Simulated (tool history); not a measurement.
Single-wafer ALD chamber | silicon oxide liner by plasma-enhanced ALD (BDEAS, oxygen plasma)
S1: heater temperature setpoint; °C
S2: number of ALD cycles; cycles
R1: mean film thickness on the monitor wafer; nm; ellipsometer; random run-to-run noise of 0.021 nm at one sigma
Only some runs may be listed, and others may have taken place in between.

| run | hour | S1 | S2 | R1 |
|---|---|---|---|---|
| 1 | 0.0 | 320 | 58 | 5.4170 |
| 2 | 7.5 | 314 | 58 | 5.4457 |
| 3 | 11.1 | 314 | 66 | 6.1711 |
| 4 | 17.3 | 314 | 61 | 5.6773 |
| 5 | 24.0 | 322 | 61 | 5.6242 |
| 6 | 29.9 | 323 | 58 | 5.3719 |
| 7 | 34.4 | 323 | 56 | 5.2385 |
| 8 | 38.4 | 323 | 56 | 5.1701 |
| 9 | 42.9 | 323 | 56 | 5.1747 |

Run 10 is up next; what results do you expect?
| 10 | 50.2 | 323 | 55 | ? |

R1: 5.1131 nm

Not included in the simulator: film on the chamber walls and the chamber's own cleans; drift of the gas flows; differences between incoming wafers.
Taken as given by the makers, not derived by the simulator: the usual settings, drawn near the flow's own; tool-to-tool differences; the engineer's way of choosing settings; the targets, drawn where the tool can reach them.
